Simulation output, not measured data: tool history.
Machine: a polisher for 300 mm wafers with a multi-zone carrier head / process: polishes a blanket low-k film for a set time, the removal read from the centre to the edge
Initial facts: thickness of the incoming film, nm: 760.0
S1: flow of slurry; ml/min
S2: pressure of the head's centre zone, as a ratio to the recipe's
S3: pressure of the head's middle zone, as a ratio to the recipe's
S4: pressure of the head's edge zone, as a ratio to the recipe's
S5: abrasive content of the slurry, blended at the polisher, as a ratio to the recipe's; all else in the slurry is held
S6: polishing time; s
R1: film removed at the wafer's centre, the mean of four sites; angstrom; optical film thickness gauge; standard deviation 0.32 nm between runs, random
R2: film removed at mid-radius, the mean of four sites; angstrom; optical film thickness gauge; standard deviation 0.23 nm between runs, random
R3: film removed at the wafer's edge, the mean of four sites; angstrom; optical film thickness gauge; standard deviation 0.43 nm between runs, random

| run | hour | S1 | S2 | S3 | S4 | S5 | S6 | R1 | R2 | R3 |
|---|---|---|---|---|---|---|---|---|---|---|
| 1 | 0.0 | 165 | 1.00 | 1.00 | 1.00 | 1.00 | 70 | 295.61 | 270.60 | 266.48 |
| 2 | 2.9 | 165 | 1.00 | 1.00 | 1.00 | 0.90 | 70 | 277.95 | 252.89 | 249.56 |
| 3 | 7.8 | 165 | 1.00 | 0.97 | 1.00 | 0.90 | 70 | 274.16 | 247.59 | 247.57 |
| 4 | 15.8 | 180 | 1.02 | 1.03 | 1.05 | 0.95 | 70 | 296.61 | 275.81 | 268.05 |
| 5 | 16.6 | 180 | 0.99 | 1.03 | 1.05 | 0.95 | 70 | 290.03 | 269.96 | 273.02 |
|  | 19.9 | centre zone pressure recalibrated |
| 6 | 19.9 | 180 | 0.99 | 1.03 | 1.05 | 0.95 | 60 | 229.11 | 233.62 | 225.36 |
| 7 | 21.9 | 190 | 1.03 | 1.05 | 1.09 | 1.10 | 60 | 266.48 | 262.42 | 256.21 |

Run 8 is up next; what results do you expect?
| 8 | 23.6 | 200 | 1.07 | 1.07 | 1.12 | 1.20 | 60 | ? | ? | ? |

R1: 294.74 angstrom
R2: 281.27 angstrom
R3: 281.23 angstrom
